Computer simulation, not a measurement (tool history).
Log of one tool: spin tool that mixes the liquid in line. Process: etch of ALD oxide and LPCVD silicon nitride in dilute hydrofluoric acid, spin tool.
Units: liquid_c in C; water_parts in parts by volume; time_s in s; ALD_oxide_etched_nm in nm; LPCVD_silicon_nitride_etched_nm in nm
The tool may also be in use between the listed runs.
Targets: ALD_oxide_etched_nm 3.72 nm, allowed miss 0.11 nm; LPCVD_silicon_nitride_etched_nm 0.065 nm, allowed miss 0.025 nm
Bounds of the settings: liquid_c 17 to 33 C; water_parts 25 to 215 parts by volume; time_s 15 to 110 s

run,hour,liquid_c,water_parts,time_s,ALD_oxide_etched_nm,LPCVD_silicon_nitride_etched_nm
1,0,25,120,55,12.392,0.22676
2,6.9,23.5,140,55,9.7012,0.13885
3,15.1,24,160,50,7.7545,0.15812
4,17.8,21,160,50,6.9374,0.10281
5,22.5,20.5,175,50,6.0157,0.10463
6,26.7,24,175,50,6.9382,0.11025
7,32.5,20,215,50,4.6579,0.087722
8,40.8,19.5,215,50,4.5961,0.082004
9,41.6,17.5,215,40,3.3989,0.053638
10,43.9,18,215,40,3.4663,0.050273
11,52.3,18.5,215,40,3.5881,0.050649

Which of these 4 next moves meets every target?
A,60.7,17,200,45,?,?
B,60.7,22,215,40,?,?
C,60.7,19,210,40,?,?
D,60.7,21,140,25,?,?

move,ALD_oxide_etched_nm,LPCVD_silicon_nitride_etched_nm
A,4.0575,0.062993
B,4.0121,0.07253
C,3.6817,0.061055
D,4.007,0.06463
A: takes the result that was furthest off past its target
B: takes the result that was furthest off past its target
C: meets every target
D: takes the result that was furthest off past its target
The right move is C.

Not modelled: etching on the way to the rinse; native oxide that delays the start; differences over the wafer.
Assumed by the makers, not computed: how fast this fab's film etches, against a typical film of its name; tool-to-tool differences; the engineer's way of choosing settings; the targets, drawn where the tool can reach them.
